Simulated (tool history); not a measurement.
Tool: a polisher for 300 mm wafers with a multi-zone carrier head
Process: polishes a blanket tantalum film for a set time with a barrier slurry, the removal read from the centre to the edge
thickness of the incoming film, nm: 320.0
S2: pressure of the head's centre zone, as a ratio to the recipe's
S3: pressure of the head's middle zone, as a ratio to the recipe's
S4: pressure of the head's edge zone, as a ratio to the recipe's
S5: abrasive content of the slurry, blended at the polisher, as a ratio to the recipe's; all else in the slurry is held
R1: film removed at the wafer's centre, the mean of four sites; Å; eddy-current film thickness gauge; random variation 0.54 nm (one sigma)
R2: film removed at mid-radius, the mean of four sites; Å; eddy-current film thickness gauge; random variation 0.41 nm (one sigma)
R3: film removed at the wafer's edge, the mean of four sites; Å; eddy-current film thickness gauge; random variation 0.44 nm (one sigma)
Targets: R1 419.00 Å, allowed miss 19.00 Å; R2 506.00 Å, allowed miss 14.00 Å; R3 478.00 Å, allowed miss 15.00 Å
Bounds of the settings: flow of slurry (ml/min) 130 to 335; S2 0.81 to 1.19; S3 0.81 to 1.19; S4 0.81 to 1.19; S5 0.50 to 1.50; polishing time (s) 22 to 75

{"run": 1, "hour": 0.0, "flow of slurry (ml/min)": 215, "S2": 1.0, "S3": 1.0, "S4": 1.0, "S5": 1.0, "polishing time (s)": 48, "R1": 581.48, "R2": 601.02, "R3": 584.88}
{"run": 2, "hour": 1.8, "flow of slurry (ml/min)": 240, "S2": 1.0, "S3": 1.0, "S4": 1.0, "S5": 1.0, "polishing time (s)": 48, "R1": 592.84, "R2": 598.68, "R3": 588.37}
{"run": 3, "hour": 3.9, "flow of slurry (ml/min)": 285, "S2": 1.0, "S3": 1.0, "S4": 1.0, "S5": 1.0, "polishing time (s)": 48, "R1": 616.87, "R2": 616.82, "R3": 599.79}
{"run": 4, "hour": 10.1, "flow of slurry (ml/min)": 275, "S2": 0.97, "S3": 0.99, "S4": 0.97, "S5": 0.95, "polishing time (s)": 48, "R1": 565.74, "R2": 603.98, "R3": 576.53}
{"run": 5, "hour": 13.0, "flow of slurry (ml/min)": 275, "S2": 0.97, "S3": 1.04, "S4": 0.97, "S5": 0.95, "polishing time (s)": 48, "R1": 564.65, "R2": 619.47, "R3": 569.82}
{"run": 6, "hour": 18.7, "flow of slurry (ml/min)": 270, "S2": 0.95, "S3": 1.02, "S4": 0.95, "S5": 0.9, "polishing time (s)": 48, "R1": 542.7, "R2": 602.03, "R3": 558.23}
{"run": 7, "hour": 26.9, "flow of slurry (ml/min)": 265, "S2": 0.93, "S3": 1.0, "S4": 0.93, "S5": 0.85, "polishing time (s)": 48, "R1": 525.19, "R2": 570.49, "R3": 537.82}
{"hour": 31.5, "done": "worn pad replaced by a new one"}
{"run": 8, "hour": 31.5, "flow of slurry (ml/min)": 205, "S2": 0.83, "S3": 1.01, "S4": 0.9, "S5": 0.7, "polishing time (s)": 47, "R1": 422.06, "R2": 542.2, "R3": 491.03}
{"run": 9, "hour": 33.0, "flow of slurry (ml/min)": 205, "S2": 0.83, "S3": 1.0, "S4": 0.9, "S5": 0.7, "polishing time (s)": 47, "R1": 433.15, "R2": 528.99, "R3": 505.72}
{"run": 10, "hour": 38.2, "flow of slurry (ml/min)": 205, "S2": 0.83, "S3": 1.0, "S4": 0.89, "S5": 0.7, "polishing time (s)": 47, "R1": 437.81, "R2": 524.94, "R3": 498.32}

Which of these 4 next moves meets every target?
{"run": "A", "hour": 43.4, "flow of slurry (ml/min)": 255, "S2": 0.81, "S3": 0.99, "S4": 1.01, "S5": 0.8, "polishing time (s)": 43, "R1": "?", "R2": "?", "R3": "?"}
{"run": "B", "hour": 43.4, "flow of slurry (ml/min)": 160, "S2": 0.84, "S3": 0.98, "S4": 0.88, "S5": 0.5, "polishing time (s)": 59, "R1": "?", "R2": "?", "R3": "?"}
{"run": "C", "hour": 43.4, "flow of slurry (ml/min)": 205, "S2": 0.95, "S3": 1.04, "S4": 0.89, "S5": 0.8, "polishing time (s)": 43, "R1": "?", "R2": "?", "R3": "?"}
{"run": "D", "hour": 43.4, "flow of slurry (ml/min)": 170, "S2": 0.81, "S3": 1.0, "S4": 0.97, "S5": 1.3, "polishing time (s)": 39, "R1": "?", "R2": "?", "R3": "?"}

move=A R1=436.54 R2=541.23 R3=527.86
move=B R1=431.98 R2=516.35 R3=485.04
move=C R1=496.57 R2=547.84 R3=486.32
move=D R1=438.21 R2=551.85 R3=531.39
A: further off than the last run
B: meets every target
C: brings the result that was furthest off to its target, and leaves another outside
D: further off than the last run
Answer: B
